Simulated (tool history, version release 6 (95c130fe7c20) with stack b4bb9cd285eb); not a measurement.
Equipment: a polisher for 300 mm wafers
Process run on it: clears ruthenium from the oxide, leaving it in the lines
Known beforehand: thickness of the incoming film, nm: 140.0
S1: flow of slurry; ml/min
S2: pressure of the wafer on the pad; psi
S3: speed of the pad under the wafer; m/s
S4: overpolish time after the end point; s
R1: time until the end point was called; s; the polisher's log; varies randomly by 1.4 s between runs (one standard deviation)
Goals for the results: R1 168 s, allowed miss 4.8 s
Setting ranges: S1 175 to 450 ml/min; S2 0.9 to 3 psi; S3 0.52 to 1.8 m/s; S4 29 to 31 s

run  hour   S1   S2    S3  S4      R1
  1     0  290  1.9  1.16  29  119.47
  2   5.8  290  1.8  1.16  29  125.41
  3  14.7  290  1.8  1.38  29  111.43
  4  19.9  290  1.8  1.38  31  110.51
  5  27.3  290  1.7  1.38  31  115.47
  6  36.2  290  1.7  1.56  31  107.04
  7  39.4  290  1.6  1.56  31  110.76
  8  44.7  290  1.6  1.56  31  109.54
  9  53.3  290  1.5  1.54  31   117.5
 10  57.5  290  1.4  1.52  31  123.75

Next run, 4 choices. One meets every target within its allowed miss, the rest don't. Which?
  A  61.7  310  1.1  1.42  31   ?
  B  61.7  270  1.1  1.22  31   ?
  C  61.7  290  0.9  1.26  31   ?
  D  61.7  325    1  1.12  31   ?

move      R1
   A  148.76
   B  166.61
   C  180.88
   D  182.88
A: nearer the targets than the last run, but a result is still out of spec
B: hits every target within its allowed miss
C: the result that was furthest off in the last run now lies on the other side of its target
D: the result that was furthest off in the last run now lies on the other side of its target
B is the move that brings every result within its allowed miss.
